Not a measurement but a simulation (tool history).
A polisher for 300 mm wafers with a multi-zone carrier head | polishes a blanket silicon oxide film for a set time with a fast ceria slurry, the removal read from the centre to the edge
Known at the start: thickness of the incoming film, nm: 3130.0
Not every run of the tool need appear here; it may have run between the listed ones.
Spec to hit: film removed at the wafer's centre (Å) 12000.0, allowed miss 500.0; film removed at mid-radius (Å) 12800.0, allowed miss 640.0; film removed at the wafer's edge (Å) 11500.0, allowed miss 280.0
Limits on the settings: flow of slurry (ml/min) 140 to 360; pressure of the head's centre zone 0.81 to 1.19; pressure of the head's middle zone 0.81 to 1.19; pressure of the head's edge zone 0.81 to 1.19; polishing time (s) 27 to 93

run,hour,flow of slurry (ml/min),pressure of the head's centre zone,pressure of the head's middle zone,pressure of the head's edge zone,polishing time (s),film removed at the wafer's centre (Å),film removed at mid-radius (Å),film removed at the wafer's edge (Å)
1,0.0,230,1.00,1.00,1.00,59,7906.3,7703.3,7818.0
2,1.3,270,1.00,1.00,1.00,59,7878.8,7901.7,7751.4
3,3.6,280,1.02,1.04,1.03,66,9135.7,9201.8,8893.2
4,11.3,280,1.02,0.96,1.03,66,9016.0,8447.4,8838.0
5,12.3,280,1.02,0.89,1.03,66,9305.2,7738.8,8855.1
6,19.6,280,1.02,0.89,1.07,66,9129.0,7966.2,8874.2
7,21.6,290,1.04,0.96,1.08,71,10122.0,9131.5,9637.0
8,30.6,300,1.04,1.01,1.08,75,10500.0,10320.0,10235.0
9,36.4,305,1.05,1.04,1.08,78,11091.0,10911.0,10638.0
10,37.6,310,1.05,1.07,1.08,80,11400.0,11226.0,10747.0
11,40.0,310,1.05,1.10,1.09,82,11703.0,12048.0,11118.0
12,42.0,310,1.05,1.11,1.09,83,12015.0,12304.0,11276.0

Of the 4 settings listed for the next run, only one would bring every result within its allowed miss of target. Which one?
A,44.0,290,0.98,1.02,1.12,85,?,?,?
B,44.0,200,1.13,0.94,1.15,88,?,?,?
C,44.0,330,1.04,1.10,1.07,80,?,?,?
D,44.0,320,1.03,1.13,1.02,86,?,?,?

move,film removed at the wafer's centre (Å),film removed at mid-radius (Å),film removed at the wafer's edge (Å)
A,11053.0,11558.0,11646.0
B,12749.0,10819.0,11891.0
C,11171.0,11711.0,10873.0
D,11865.0,12855.0,11496.0
A: brings the result that was furthest off to its target, and leaves another outside
B: pushes the last run's worst result past its target
C: further off than the last run
D: all results in spec
Answer: D
